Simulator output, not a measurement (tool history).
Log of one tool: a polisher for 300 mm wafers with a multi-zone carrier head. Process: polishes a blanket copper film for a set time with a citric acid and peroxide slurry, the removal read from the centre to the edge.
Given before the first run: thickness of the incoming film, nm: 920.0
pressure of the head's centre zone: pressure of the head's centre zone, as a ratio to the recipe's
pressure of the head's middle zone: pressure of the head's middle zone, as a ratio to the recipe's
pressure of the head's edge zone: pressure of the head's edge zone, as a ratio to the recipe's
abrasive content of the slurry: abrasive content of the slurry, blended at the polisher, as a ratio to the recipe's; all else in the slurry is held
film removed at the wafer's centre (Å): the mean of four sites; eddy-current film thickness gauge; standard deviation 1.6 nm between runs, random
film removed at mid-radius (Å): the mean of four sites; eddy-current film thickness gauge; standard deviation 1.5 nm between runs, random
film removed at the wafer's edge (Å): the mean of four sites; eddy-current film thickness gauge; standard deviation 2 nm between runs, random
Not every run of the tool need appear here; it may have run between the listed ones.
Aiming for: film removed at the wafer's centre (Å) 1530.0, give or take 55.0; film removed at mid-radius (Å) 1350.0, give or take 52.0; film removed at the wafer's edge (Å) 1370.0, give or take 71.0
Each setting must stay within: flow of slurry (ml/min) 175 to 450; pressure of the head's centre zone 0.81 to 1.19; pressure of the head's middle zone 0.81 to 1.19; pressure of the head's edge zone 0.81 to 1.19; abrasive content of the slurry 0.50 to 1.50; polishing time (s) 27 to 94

run    day  flow of slurry (ml/min)  pressure of the head's centre zone  pressure of the head's middle zone  pressure of the head's edge zone  abrasive content of the slurry  polishing time (s)  film removed at the wafer's centre (Å)  film removed at mid-radius (Å)  film removed at the wafer's edge (Å)
  1  0.000                      290                                1.00                                1.00                              1.00                            1.00                  60                                  1959.6                          2044.0                                2072.7
  2  0.279                      290                                1.05                                1.00                              1.00                            1.00                  60                                  2055.0                          2004.0                                2046.2
  3  0.571                      290                                1.05                                0.92                              1.00                            1.00                  60                                  2037.0                          1871.4                                2096.1
  4  0.788                      290                                1.05                                0.95                              1.00                            1.00                  60                                  2063.9                          1938.0                                2042.0
  5  1.000                      290                                1.05                                0.95                              1.00                            1.00                  68                                  2324.8                          2160.6                                2350.2
  6  1.371                      290                                1.06                                0.95                              0.98                            0.90                  62                                  2073.9                          1950.3                                2065.7
  7  1.562                      290                                1.08                                0.94                              0.96                            0.80                  58                                  1935.7                          1717.1                                1852.6
  8  1.633                      290                                1.08                                0.95                              0.94                            0.75                  56                                  1836.8                          1649.2                                1705.7
     1.754  -- edge zone pressure recalibrated
  9  1.754                      290                                1.07                                0.94                              0.92                            0.70                  55                                  1723.2                          1610.8                                1591.9

Below are 4 possible settings for the next run. Only one of them brings all results inside the allowed miss of their targets. Which is it?
  A  1.875                      210                                0.81                                1.10                              0.85                            0.75                  61                                       ?                               ?                                     ?
  B  1.875                      220                                0.99                                1.05                              0.81                            0.90                  45                                       ?                               ?                                     ?
  C  1.875                      310                                1.14                                0.96                              0.98                            0.55                  49                                       ?                               ?                                     ?
  D  1.875                      265                                0.96                                0.89                              0.98                            0.70                  51                                       ?                               ?                                     ?

move  film removed at the wafer's centre (Å)  film removed at mid-radius (Å)  film removed at the wafer's edge (Å)
   A                                  1529.4                          2053.2                                1696.0
   B                                  1417.0                          1531.2                                1288.9
   C                                  1583.3                          1393.4                                1374.0
   D                                  1487.2                          1436.7                                1513.5
A: the biggest miss grows against the last run
B: gains on the last run, yet a result remains outside its allowed miss
C: in spec on every target
D: gains on the last run, yet a result remains outside its allowed miss
Move C is the one to make.
